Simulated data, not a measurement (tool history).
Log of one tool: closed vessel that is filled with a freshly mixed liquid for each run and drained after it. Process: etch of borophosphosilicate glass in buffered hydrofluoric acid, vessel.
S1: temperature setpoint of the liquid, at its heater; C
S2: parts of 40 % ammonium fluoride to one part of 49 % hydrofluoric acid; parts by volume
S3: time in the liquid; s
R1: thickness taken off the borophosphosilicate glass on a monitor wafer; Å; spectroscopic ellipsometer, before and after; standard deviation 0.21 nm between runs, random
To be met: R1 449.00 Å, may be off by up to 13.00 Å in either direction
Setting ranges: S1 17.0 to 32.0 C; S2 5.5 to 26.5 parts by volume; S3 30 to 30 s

run	day	S1	S2	S3	R1
1	0.000	25.0	16.0	30	336.65
2	0.112	26.0	16.0	30	355.00
3	0.417	26.0	16.0	30	355.07
4	0.529	26.5	16.0	30	365.44
5	0.846	27.0	16.0	30	374.15
6	1.104	27.0	16.0	30	376.68
7	1.350	27.5	16.0	30	385.66
8	1.600	28.0	16.0	30	397.26
9	1.854	28.5	16.0	30	405.30
10	2.179	29.0	16.0	30	418.27
11	2.367	29.5	16.0	30	428.72

Which single option among these 5 for the next run brings every result within its allowed miss of target? Just one does.
A	2.554	28.5	15.5	30	?
B	2.554	30.0	17.0	30	?
C	2.554	27.0	14.5	30	?
D	2.554	32.0	17.5	30	?
E	2.554	32.0	16.5	30	?

move	R1
A	421.00
B	415.83
C	415.32
D	448.37
E	475.08
A: lands further from the targets than the last run did
B: lands further from the targets than the last run did
C: lands further from the targets than the last run did
D: every result lands within tolerance
E: moves the result that the last run missed by most past its target, out the other side
Answer: D
